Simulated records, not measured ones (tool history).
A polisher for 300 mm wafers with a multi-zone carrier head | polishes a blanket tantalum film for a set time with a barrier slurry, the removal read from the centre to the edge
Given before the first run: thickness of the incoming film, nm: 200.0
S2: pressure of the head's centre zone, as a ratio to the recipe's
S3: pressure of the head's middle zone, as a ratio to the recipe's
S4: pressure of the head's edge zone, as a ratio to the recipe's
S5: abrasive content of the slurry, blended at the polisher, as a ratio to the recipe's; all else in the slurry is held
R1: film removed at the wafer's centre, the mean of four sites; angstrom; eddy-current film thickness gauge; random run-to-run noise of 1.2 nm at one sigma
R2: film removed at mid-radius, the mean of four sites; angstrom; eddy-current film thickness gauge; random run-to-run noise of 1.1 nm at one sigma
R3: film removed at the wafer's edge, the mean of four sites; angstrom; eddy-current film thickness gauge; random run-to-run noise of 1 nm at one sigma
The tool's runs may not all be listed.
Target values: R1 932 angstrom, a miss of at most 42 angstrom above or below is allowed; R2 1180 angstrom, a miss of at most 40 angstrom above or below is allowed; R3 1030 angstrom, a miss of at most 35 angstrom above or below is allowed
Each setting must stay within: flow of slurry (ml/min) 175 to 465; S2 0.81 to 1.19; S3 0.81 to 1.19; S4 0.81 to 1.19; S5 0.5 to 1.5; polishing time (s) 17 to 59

run 1 hour=0 | flow_of_slurry_(ml/min)=295 S2=1 S3=1 S4=1 S5=1 polishing_time_(s)=38 | R1=649.38 R2=664.72 R3=679.16
run 2 hour=4.3 | flow_of_slurry_(ml/min)=295 S2=1 S3=1 S4=1 S5=0.9 polishing_time_(s)=38 | R1=639.25 R2=655.74 R3=667.29
run 3 hour=5.3 | flow_of_slurry_(ml/min)=305 S2=0.99 S3=1.05 S4=1.01 S5=1.05 polishing_time_(s)=41 | R1=714.56 R2=769.13 R3=737.15
run 4 hour=8.3 | flow_of_slurry_(ml/min)=305 S2=0.99 S3=1.05 S4=1.01 S5=0.95 polishing_time_(s)=41 | R1=679.72 R2=744.75 R3=718.94
run 5 hour=10 | flow_of_slurry_(ml/min)=305 S2=0.99 S3=1.05 S4=1.01 S5=0.95 polishing_time_(s)=35 | R1=600.94 R2=637.92 R3=620.24
-- hour=14.3 slurry nozzle cleaned
run 6 hour=14.3 | flow_of_slurry_(ml/min)=305 S2=0.96 S3=1.05 S4=1.01 S5=0.95 polishing_time_(s)=35 | R1=616.96 R2=653.65 R3=631.4
run 7 hour=17.8 | flow_of_slurry_(ml/min)=305 S2=0.92 S3=1.08 S4=1.05 S5=1.1 polishing_time_(s)=38 | R1=660.63 R2=756.27 R3=732.61
run 8 hour=18.5 | flow_of_slurry_(ml/min)=350 S2=0.93 S3=1.18 S4=1.02 S5=1.35 polishing_time_(s)=48 | R1=900.94 R2=1097.3 R3=950.54

Which one of the following 4 next-run settings gets every result inside its allowed miss? There is exactly one.
run A hour=19.2 | flow_of_slurry_(ml/min)=290 S2=0.86 S3=1.07 S4=1.05 S5=1.15 polishing_time_(s)=53 | R1=? R2=? R3=?
run B hour=19.2 | flow_of_slurry_(ml/min)=350 S2=0.87 S3=1.12 S4=1.06 S5=1.45 polishing_time_(s)=49 | R1=? R2=? R3=?
run C hour=19.2 | flow_of_slurry_(ml/min)=340 S2=0.98 S3=1.07 S4=1.07 S5=1.35 polishing_time_(s)=50 | R1=? R2=? R3=?
run D hour=19.2 | flow_of_slurry_(ml/min)=450 S2=0.88 S3=1.15 S4=0.98 S5=1.15 polishing_time_(s)=53 | R1=? R2=? R3=?

move=A R1=880.46 R2=1062.1 R3=1025.2
move=B R1=881 R2=1093.4 R3=1014.7
move=C R1=962.77 R2=1054.1 R3=1023.7
move=D R1=934.04 R2=1173.7 R3=1019.8
A: meets the target for the result that was furthest off, but another lies outside its allowed miss
B: meets the target for the result that was furthest off, but another lies outside its allowed miss
C: meets the target for the result that was furthest off, but another lies outside its allowed miss
D: meets every target
D meets every target.

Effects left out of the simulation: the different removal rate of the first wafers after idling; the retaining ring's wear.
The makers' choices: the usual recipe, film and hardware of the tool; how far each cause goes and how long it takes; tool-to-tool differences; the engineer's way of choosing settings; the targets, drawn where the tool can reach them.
